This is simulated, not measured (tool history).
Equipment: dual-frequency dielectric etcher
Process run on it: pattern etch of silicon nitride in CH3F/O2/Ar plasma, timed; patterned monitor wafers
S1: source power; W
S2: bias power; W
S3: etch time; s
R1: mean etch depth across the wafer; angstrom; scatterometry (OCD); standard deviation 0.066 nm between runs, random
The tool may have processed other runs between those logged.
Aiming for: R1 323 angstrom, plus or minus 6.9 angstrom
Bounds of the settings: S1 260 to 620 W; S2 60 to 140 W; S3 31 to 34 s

| run | hour | S1 | S2 | S3 | R1 |
|---|---|---|---|---|---|
| 1 | 0 | 440 | 100 | 34 | 285.82 |
| 2 | 4.3 | 440 | 100 | 34 | 285.3 |
| 3 | 8 | 440 | 100 | 34 | 284 |
| 4 | 14.8 | 400 | 100 | 34 | 275.76 |
| 5 | 19.1 | 400 | 111 | 34 | 289.63 |
| 6 | 21.4 | 400 | 111 | 31 | 262.77 |
| 7 | 29.1 | 430 | 113 | 31 | 272.72 |
| 8 | 34.1 | 450 | 116 | 31 | 280.94 |
| 9 | 42.3 | 470 | 117 | 31 | 286.27 |
| 10 | 43.9 | 560 | 125 | 31 | 313.97 |

Which of these 4 next moves meets every target?
| A | 45.5 | 600 | 140 | 31.5 | ? |
| B | 45.5 | 520 | 123 | 31 | ? |
| C | 45.5 | 560 | 126 | 32 | ? |
| D | 45.5 | 610 | 118 | 33.5 | ? |

| move | R1 |
|---|---|
| A | 344.95 |
| B | 303.86 |
| C | 325.75 |
| D | 341.38 |
A: the result that was furthest off in the last run now lies on the other side of its target
B: its largest miss is bigger than the last run's
C: all results in spec
D: the result that was furthest off in the last run now lies on the other side of its target
Answer: C
